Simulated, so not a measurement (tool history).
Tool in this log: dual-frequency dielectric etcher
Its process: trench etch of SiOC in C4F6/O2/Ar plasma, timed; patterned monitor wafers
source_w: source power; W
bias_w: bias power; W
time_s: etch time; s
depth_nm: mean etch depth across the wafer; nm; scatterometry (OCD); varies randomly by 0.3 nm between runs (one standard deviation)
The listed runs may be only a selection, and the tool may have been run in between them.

run 1 hour=0 | source_w=480 bias_w=258 time_s=23.5 | depth_nm=60.216
run 2 hour=7.2 | source_w=480 bias_w=294 time_s=23.5 | depth_nm=63.389
run 3 hour=11.9 | source_w=460 bias_w=278 time_s=23.5 | depth_nm=61.004
run 4 hour=19.6 | source_w=460 bias_w=278 time_s=24.5 | depth_nm=63.502
run 5 hour=21 | source_w=440 bias_w=265 time_s=24.5 | depth_nm=61.454
run 6 hour=28.9 | source_w=440 bias_w=265 time_s=23.5 | depth_nm=57.668
run 7 hour=37.4 | source_w=420 bias_w=258 time_s=23.5 | depth_nm=55.907
run 8 hour=45.2 | source_w=410 bias_w=251 time_s=23.5 | depth_nm=55.142
run 9 hour=52.6 | source_w=400 bias_w=243 time_s=23.5 | depth_nm=53.673

Run 10 has not been measured yet. What should we expect?
run 10 hour=58.5 | source_w=390 bias_w=237 time_s=23.5 | depth_nm=?

For run 10 the tool returned depth_nm 51.834 nm.
